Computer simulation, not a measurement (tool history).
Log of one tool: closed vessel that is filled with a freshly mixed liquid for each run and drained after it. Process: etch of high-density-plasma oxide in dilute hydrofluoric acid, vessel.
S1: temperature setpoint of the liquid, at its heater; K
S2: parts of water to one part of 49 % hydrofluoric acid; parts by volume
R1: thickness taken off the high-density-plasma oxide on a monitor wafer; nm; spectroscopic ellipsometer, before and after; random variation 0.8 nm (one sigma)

run 1 hour=0 | S1=295.15 S2=80 time_in_the_liquid_(s)=975 | R1=70.54
run 2 hour=6.7 | S1=295.15 S2=95 time_in_the_liquid_(s)=975 | R1=58.618
run 3 hour=13 | S1=297.65 S2=85 time_in_the_liquid_(s)=975 | R1=73.042
run 4 hour=21 | S1=299.15 S2=75 time_in_the_liquid_(s)=975 | R1=89.324
run 5 hour=26.6 | S1=300.15 S2=70 time_in_the_liquid_(s)=975 | R1=100.64
run 6 hour=28 | S1=300.15 S2=60 time_in_the_liquid_(s)=975 | R1=119.47

Forecast run 7:
run 7 hour=33.2 | S1=301.15 S2=60 time_in_the_liquid_(s)=975 | R1=?

R1: 123.67 nm
